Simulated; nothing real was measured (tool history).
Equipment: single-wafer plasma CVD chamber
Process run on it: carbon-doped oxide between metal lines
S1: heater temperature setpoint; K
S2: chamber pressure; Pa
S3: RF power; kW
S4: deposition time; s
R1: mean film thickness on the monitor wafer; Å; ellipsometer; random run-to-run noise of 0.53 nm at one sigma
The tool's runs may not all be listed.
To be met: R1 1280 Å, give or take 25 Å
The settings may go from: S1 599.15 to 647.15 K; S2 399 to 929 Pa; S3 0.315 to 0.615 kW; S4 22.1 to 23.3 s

run 1 day=0 | S1=623.15 S2=664 S3=0.465 S4=23.3 | R1=1094.6
run 2 day=0.125 | S1=623.15 S2=664 S3=0.51 S4=23.3 | R1=1167.5
run 3 day=0.496 | S1=623.15 S2=664 S3=0.51 S4=23.3 | R1=1164.9
run 4 day=0.721 | S1=633.15 S2=664 S3=0.51 S4=23.3 | R1=1149.1
run 5 day=0.967 | S1=633.15 S2=583 S3=0.51 S4=23.3 | R1=1121.2
-- day=1.058 thermocouple changed; heater temperature recalibrated
run 6 day=1.058 | S1=639.15 S2=583 S3=0.51 S4=23.3 | R1=1125.6
run 7 day=1.096 | S1=639.15 S2=625 S3=0.53 S4=23.3 | R1=1162.7
run 8 day=1.321 | S1=639.15 S2=668 S3=0.54 S4=23.3 | R1=1184.6
run 9 day=1.483 | S1=638.15 S2=699 S3=0.55 S4=23.3 | R1=1215.8

Exactly one of the 5 candidate moves below puts every result within its allowed miss. Which one?
run A day=1.646 | S1=638.15 S2=773 S3=0.58 S4=23.3 | R1=?
run B day=1.646 | S1=635.15 S2=645 S3=0.515 S4=23.3 | R1=?
run C day=1.646 | S1=627.15 S2=708 S3=0.55 S4=22.1 | R1=?
run D day=1.646 | S1=633.15 S2=723 S3=0.525 S4=23.3 | R1=?
run E day=1.646 | S1=640.15 S2=683 S3=0.55 S4=23.3 | R1=?

move=A R1=1270.9
move=B R1=1150.8
move=C R1=1180.6
move=D R1=1189
move=E R1=1202
A: meets every target
B: its largest miss is bigger than the last run's
C: its largest miss is bigger than the last run's
D: its largest miss is bigger than the last run's
E: its largest miss is bigger than the last run's
The right move is A.
